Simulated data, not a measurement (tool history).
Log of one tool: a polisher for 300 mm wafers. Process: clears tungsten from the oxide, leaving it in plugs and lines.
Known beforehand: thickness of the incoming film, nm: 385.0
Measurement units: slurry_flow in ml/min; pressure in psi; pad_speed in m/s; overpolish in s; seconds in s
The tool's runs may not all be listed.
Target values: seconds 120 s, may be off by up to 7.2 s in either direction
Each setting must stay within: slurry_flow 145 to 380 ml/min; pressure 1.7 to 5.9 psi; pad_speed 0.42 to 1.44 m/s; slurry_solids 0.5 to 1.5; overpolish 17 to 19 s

run,day,slurry_flow,pressure,pad_speed,slurry_solids,overpolish,seconds
1,0,245,3.8,0.92,1,17,75.804
2,0.354,245,3.6,0.92,1,17,78.488
3,0.612,245,3.6,0.92,1.05,17,76.515
4,0.879,195,3.6,0.92,1.05,17,75.374
5,1.192,195,3.6,0.92,0.85,17,81.412
6,1.483,195,3.6,0.92,0.75,17,86.661
7,1.8,195,3.6,0.92,0.75,17,89.696
8,1.904,195,3.5,0.92,0.75,17,89.216
9,2.112,195,3.4,0.92,0.75,17,88.597
10,2.204,195,3.3,0.9,0.75,17,90.246
11,2.321,195,3.2,0.88,0.75,17,92.903
12,2.579,195,3.1,0.86,0.75,17,99.243
13,2.838,195,3,0.86,0.75,17,102.92
14,2.883,195,2.9,0.86,0.75,17,101.63
15,2.933,195,2.8,0.86,0.75,17,104.72
16,3.15,195,2.7,0.86,0.75,17,105.21
17,3.412,195,2.6,0.86,0.75,17,110.71

4 candidate next runs follow, results not yet known. Just one meets every target within its allowed miss. Identify it.
A,3.675,220,2.3,0.84,0.65,18,?
B,3.675,230,2.5,0.92,0.75,17,?
C,3.675,145,2.6,0.88,0.9,19,?
D,3.675,175,3,0.92,0.55,17,?

move,seconds
A,123.18
B,105.01
C,105.12
D,108.51
A: each result inside its tolerance
B: lands further from the targets than the last run did
C: lands further from the targets than the last run did
D: lands further from the targets than the last run did
Move A is the one to make.

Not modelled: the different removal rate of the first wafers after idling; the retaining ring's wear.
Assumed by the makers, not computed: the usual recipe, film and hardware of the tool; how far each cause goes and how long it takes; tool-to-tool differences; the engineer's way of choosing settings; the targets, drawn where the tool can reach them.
